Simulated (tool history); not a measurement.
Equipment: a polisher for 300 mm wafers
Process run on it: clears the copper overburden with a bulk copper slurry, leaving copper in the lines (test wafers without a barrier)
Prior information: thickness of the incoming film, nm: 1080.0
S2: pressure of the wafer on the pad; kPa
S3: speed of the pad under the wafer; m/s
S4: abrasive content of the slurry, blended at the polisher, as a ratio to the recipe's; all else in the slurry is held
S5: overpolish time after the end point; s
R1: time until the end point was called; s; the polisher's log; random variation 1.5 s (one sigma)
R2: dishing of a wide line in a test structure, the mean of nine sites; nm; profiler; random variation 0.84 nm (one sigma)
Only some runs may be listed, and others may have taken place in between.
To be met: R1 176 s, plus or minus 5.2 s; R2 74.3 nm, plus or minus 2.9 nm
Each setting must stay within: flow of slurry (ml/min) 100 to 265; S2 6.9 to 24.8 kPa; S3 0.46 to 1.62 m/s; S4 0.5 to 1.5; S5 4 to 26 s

run 1 hour=0 | flow_of_slurry_(ml/min)=170 S2=15.9 S3=1.04 S4=1 S5=13 | R1=141.2 R2=65.473
run 2 hour=2 | flow_of_slurry_(ml/min)=170 S2=15.9 S3=1.04 S4=1.2 S5=13 | R1=135.7 R2=65.912
run 3 hour=10.4 | flow_of_slurry_(ml/min)=170 S2=15.9 S3=1.04 S4=1.2 S5=18 | R1=134.97 R2=84.135
run 4 hour=14.8 | flow_of_slurry_(ml/min)=170 S2=15.9 S3=1.04 S4=1.15 S5=18 | R1=136.26 R2=80.751
run 5 hour=18 | flow_of_slurry_(ml/min)=170 S2=15.9 S3=1.04 S4=1.15 S5=16 | R1=134.88 R2=76.682
run 6 hour=24.3 | flow_of_slurry_(ml/min)=170 S2=15.9 S3=0.84 S4=1.15 S5=16 | R1=167.31 R2=67.179
-- hour=25.7 slurry blender recalibrated
run 7 hour=25.7 | flow_of_slurry_(ml/min)=165 S2=15.9 S3=0.84 S4=1.15 S5=16 | R1=162.78 R2=65.79
run 8 hour=32.8 | flow_of_slurry_(ml/min)=170 S2=15.9 S3=0.84 S4=1.15 S5=17 | R1=161.05 R2=70.075
run 9 hour=41.3 | flow_of_slurry_(ml/min)=165 S2=15.9 S3=0.84 S4=1.15 S5=18 | R1=163.63 R2=73.464
run 10 hour=50.2 | flow_of_slurry_(ml/min)=160 S2=15.9 S3=0.84 S4=1.15 S5=18 | R1=164.7 R2=73.571
run 11 hour=50.8 | flow_of_slurry_(ml/min)=155 S2=15.9 S3=0.84 S4=1.15 S5=18 | R1=166.85 R2=72.157
run 12 hour=52.8 | flow_of_slurry_(ml/min)=150 S2=15.9 S3=0.84 S4=1.15 S5=18 | R1=164.6 R2=72.596

Which one of the following 5 next-run settings gets every result inside its allowed miss? There is exactly one.
run A hour=54.8 | flow_of_slurry_(ml/min)=160 S2=15.2 S3=0.98 S4=1.05 S5=16 | R1=? R2=?
run B hour=54.8 | flow_of_slurry_(ml/min)=145 S2=15.9 S3=0.92 S4=1.2 S5=16 | R1=? R2=?
run C hour=54.8 | flow_of_slurry_(ml/min)=165 S2=17.2 S3=0.86 S4=0.95 S5=18 | R1=? R2=?
run D hour=54.8 | flow_of_slurry_(ml/min)=170 S2=14.5 S3=0.88 S4=1 S5=20 | R1=? R2=?
run E hour=54.8 | flow_of_slurry_(ml/min)=135 S2=16.5 S3=0.9 S4=1.15 S5=16 | R1=? R2=?

move=A R1=149.37 R2=70.427
move=B R1=150.53 R2=70.443
move=C R1=152.11 R2=76.9
move=D R1=173.37 R2=73.723
move=E R1=151.18 R2=70.604
A: further off than the last run
B: further off than the last run
C: further off than the last run
D: all results land within tolerance of their targets
E: further off than the last run
Move D is the one to make.

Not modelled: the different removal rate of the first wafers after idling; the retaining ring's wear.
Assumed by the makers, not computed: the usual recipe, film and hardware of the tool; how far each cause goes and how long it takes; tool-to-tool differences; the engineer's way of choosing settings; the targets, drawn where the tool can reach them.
